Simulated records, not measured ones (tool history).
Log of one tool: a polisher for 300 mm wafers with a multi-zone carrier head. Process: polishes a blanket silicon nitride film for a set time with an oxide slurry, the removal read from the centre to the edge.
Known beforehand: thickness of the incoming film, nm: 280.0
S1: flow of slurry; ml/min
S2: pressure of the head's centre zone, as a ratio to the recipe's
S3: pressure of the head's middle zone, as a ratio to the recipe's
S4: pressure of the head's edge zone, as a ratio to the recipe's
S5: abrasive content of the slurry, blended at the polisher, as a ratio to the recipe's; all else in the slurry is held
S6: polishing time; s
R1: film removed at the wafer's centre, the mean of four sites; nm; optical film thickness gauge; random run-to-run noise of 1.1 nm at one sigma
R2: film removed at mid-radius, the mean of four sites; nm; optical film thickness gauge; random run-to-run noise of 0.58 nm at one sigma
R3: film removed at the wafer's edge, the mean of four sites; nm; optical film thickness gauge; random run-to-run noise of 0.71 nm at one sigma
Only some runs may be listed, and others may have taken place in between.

run	hour	S1	S2	S3	S4	S5	S6	R1	R2	R3
1	0	175	1	1	1	1	79	59.483	60.805	60.728
2	6.4	185	1	1.03	1.05	1.15	82	68.064	70.817	71.747
3	11.3	185	1	0.99	1.05	1.15	82	68.163	68.905	71.351
4	16.8	185	1	0.99	1.05	1.15	73	60.598	60.974	63.003
5	20.6	200	1	1.04	1.09	1.25	75	66.531	69.234	69.966
6	25.6	200	1	1.04	1.09	1.1	75	62.272	63.831	65.18
7	30.6	225	0.99	1.11	1.19	1.35	87	79.756	88.776	87.142

Run 8, settings as shown, results not yet in. Your forecast:
8	33.4	225	0.98	1.11	1.19	1.4	87	?	?	?

Run 8 came out at R1 80.367 nm, R2 90.356 nm, R3 89.492 nm.
